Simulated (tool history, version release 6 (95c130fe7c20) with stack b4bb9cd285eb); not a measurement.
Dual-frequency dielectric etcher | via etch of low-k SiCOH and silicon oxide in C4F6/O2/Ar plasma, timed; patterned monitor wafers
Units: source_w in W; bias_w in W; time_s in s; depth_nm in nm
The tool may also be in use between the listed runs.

Run 1, hour 0: source_w 420 W, bias_w 210 W, time_s 33.5 s. Result: depth_nm 94.883 nm.
Run 2, hour 2.8: source_w 420 W, bias_w 210 W, time_s 30.5 s. Result: depth_nm 85.882 nm.
Run 3, hour 11: source_w 460 W, bias_w 220 W, time_s 30.5 s. Result: depth_nm 93.281 nm.
Run 4, hour 12.8: source_w 480 W, bias_w 222 W, time_s 30.5 s. Result: depth_nm 95.34 nm.
Run 5, hour 16.8: source_w 420 W, bias_w 222 W, time_s 30.5 s. Result: depth_nm 88.849 nm.
Run 6, hour 24.1: source_w 380 W, bias_w 222 W, time_s 30.5 s. Result: depth_nm 82.993 nm.
Run 7, hour 33.1: source_w 420 W, bias_w 226 W, time_s 30.5 s. Result: depth_nm 89.526 nm.

Run 8 comes next. What will it give?
Run 8, hour 41.5: source_w 450 W, bias_w 228 W, time_s 30.5 s. Result: depth_nm ?.

Run 8 measured depth_nm 92.655 nm.
